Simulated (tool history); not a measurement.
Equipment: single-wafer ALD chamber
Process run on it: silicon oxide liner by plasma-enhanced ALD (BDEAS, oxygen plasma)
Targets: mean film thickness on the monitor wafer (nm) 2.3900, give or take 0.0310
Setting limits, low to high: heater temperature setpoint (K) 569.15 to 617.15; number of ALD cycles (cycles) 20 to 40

run    day  heater temperature setpoint (K)  number of ALD cycles (cycles)  mean film thickness on the monitor wafer (nm)
  1  0.000                           593.15                             30                                         2.7656
  2  0.362                           595.15                             29                                         2.6440
  3  0.412                           599.15                             28                                         2.5370
  4  0.596                           599.15                             32                                         2.9009
  5  0.675                           602.15                             31                                         2.8104
  6  0.771                           603.15                             30                                         2.7120
  7  0.850                           604.15                             29                                         2.5941
  8  1.154                           606.15                             28                                         2.5177
  9  1.383                           607.15                             28                                         2.5047
 10  1.638                           608.15                             28                                         2.5126
 11  1.975                           609.15                             28                                         2.5095
 12  2.167                           610.15                             28                                         2.4823
 13  2.329                           611.15                             28                                         2.4827
 14  2.579                           612.15                             26                                         2.2954
 15  2.729                           610.15                             26                                         2.2999
 16  2.779                           608.15                             26                                         2.3242

Which single option among these 5 for the next run brings every result within its allowed miss of target? Just one does.
  A  2.829                           603.15                             25                                              ?
  B  2.829                           617.15                             27                                              ?
  C  2.829                           613.15                             25                                              ?
  D  2.829                           607.15                             25                                              ?
  E  2.829                           617.15                             26                                              ?

move  mean film thickness on the monitor wafer (nm)
   A                                         2.2547
   B                                         2.3792
   C                                         2.2178
   D                                         2.2399
   E                                         2.2911
A: the biggest miss grows against the last run
B: all results land within tolerance of their targets
C: the biggest miss grows against the last run
D: the biggest miss grows against the last run
E: the biggest miss grows against the last run
Answer: B

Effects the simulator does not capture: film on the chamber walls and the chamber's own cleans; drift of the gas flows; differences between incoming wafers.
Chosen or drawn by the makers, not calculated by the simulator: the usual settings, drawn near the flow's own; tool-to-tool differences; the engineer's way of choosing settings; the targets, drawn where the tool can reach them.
